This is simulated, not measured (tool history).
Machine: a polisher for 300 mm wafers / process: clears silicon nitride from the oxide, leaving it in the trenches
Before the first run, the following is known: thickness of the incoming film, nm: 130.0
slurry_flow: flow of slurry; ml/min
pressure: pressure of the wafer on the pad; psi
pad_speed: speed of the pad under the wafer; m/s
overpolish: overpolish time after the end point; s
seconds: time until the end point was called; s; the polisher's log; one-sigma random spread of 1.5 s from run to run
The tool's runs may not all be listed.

{"run": 1, "hour": 0.0, "slurry_flow": 160, "pressure": 3, "pad_speed": 0.86, "overpolish": 6, "seconds": 178}
{"run": 2, "hour": 6.7, "slurry_flow": 160, "pressure": 3.3, "pad_speed": 0.86, "overpolish": 6, "seconds": 165.03}
{"run": 3, "hour": 13.6, "slurry_flow": 160, "pressure": 3.3, "pad_speed": 0.72, "overpolish": 6, "seconds": 190.37}
{"run": 4, "hour": 14.4, "slurry_flow": 160, "pressure": 3.3, "pad_speed": 0.52, "overpolish": 6, "seconds": 258.15}
{"run": 5, "hour": 22.0, "slurry_flow": 160, "pressure": 3.3, "pad_speed": 0.6, "overpolish": 6, "seconds": 228.45}
{"run": 6, "hour": 28.8, "slurry_flow": 160, "pressure": 4, "pad_speed": 0.6, "overpolish": 6, "seconds": 193.32}

Run 7, settings as shown, results not yet in. Your forecast:
{"run": 7, "hour": 32.0, "slurry_flow": 165, "pressure": 4.2, "pad_speed": 0.66, "overpolish": 6, "seconds": "?"}

Run 7 yielded seconds 162.8 s.

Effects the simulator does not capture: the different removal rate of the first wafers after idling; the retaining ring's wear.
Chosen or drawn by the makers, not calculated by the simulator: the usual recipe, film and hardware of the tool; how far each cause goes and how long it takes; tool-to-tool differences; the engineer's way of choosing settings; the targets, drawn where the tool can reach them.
